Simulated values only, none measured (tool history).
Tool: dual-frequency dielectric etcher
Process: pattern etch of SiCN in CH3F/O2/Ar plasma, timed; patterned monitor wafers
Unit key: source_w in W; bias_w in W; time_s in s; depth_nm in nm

run  hour  source_w  bias_w  time_s  depth_nm
  1   0.0       390      53    84.5    27.459
  2   1.4       390      53    84.5    27.497
  3   9.6       390      58    84.5    28.372
  4  15.3       400      59    84.5    28.978
  5  19.7       370      59    84.5    27.778
  6  23.5       370      59    84.5    27.874
  7  28.5       390      60    84.5    28.651
  8  31.3       400      61    84.5    29.127
  9  39.9       410      61    84.5    29.551

What does the tool deliver on the next run?
 10  46.9       420      61    84.5         ?

Run 10 produced depth_nm 29.862 nm.
